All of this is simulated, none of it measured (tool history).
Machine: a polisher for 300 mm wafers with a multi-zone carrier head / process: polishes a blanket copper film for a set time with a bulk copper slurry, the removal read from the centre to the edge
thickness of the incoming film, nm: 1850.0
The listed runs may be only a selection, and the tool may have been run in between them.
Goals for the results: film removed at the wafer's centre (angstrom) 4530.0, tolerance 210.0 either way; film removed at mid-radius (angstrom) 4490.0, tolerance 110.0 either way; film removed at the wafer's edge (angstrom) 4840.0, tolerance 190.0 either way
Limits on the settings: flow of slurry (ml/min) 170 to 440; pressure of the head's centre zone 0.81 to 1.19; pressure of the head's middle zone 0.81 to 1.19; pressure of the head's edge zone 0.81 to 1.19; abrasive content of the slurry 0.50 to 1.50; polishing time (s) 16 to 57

run,day,flow of slurry (ml/min),pressure of the head's centre zone,pressure of the head's middle zone,pressure of the head's edge zone,abrasive content of the slurry,polishing time (s),film removed at the wafer's centre (angstrom),film removed at mid-radius (angstrom),film removed at the wafer's edge (angstrom)
1,0.000,280,1.00,1.00,1.00,1.00,36,3250.9,3320.1,3301.6
2,0.154,280,1.00,1.00,0.96,1.00,36,3213.3,3282.2,3334.9
3,0.438,280,0.99,0.99,0.96,1.10,39,3478.5,3590.3,3631.9
4,0.525,280,0.99,0.99,0.89,1.10,39,3620.2,3601.1,3594.7
5,0.650,275,0.99,0.98,0.92,1.20,41,3746.9,3849.6,3770.1
6,0.858,275,0.99,0.98,0.92,1.20,37,3461.4,3476.8,3467.6
7,1.142,290,0.99,0.95,0.95,1.25,40,3807.0,3690.4,3849.2
8,1.333,310,0.99,0.95,0.98,1.30,41,3988.2,3840.3,4038.9
9,1.512,325,0.98,0.96,1.01,1.35,42,4086.9,4025.7,4253.8

Which one of the following 5 next-run settings gets every result inside its allowed miss? There is exactly one.
A,1.692,240,1.04,1.00,0.92,1.40,44,?,?,?
B,1.692,355,1.19,0.97,0.86,1.35,45,?,?,?
C,1.692,315,1.06,0.96,1.06,1.20,45,?,?,?
D,1.692,430,1.00,0.96,1.05,1.50,45,?,?,?
E,1.692,320,0.91,1.11,1.03,1.45,39,?,?,?

move,film removed at the wafer's centre (angstrom),film removed at mid-radius (angstrom),film removed at the wafer's edge (angstrom)
A,4377.7,4272.9,4343.1
B,5003.1,4338.0,4376.5
C,4451.1,4137.0,4604.3
D,4646.1,4475.3,4935.8
E,3687.0,4267.8,4135.2
A: nearer the targets than the last run, but a result is still out of spec
B: nearer the targets than the last run, but a result is still out of spec
C: nearer the targets than the last run, but a result is still out of spec
D: meets every target
E: about the same distance from the targets as the last run
Move D is the one to make.

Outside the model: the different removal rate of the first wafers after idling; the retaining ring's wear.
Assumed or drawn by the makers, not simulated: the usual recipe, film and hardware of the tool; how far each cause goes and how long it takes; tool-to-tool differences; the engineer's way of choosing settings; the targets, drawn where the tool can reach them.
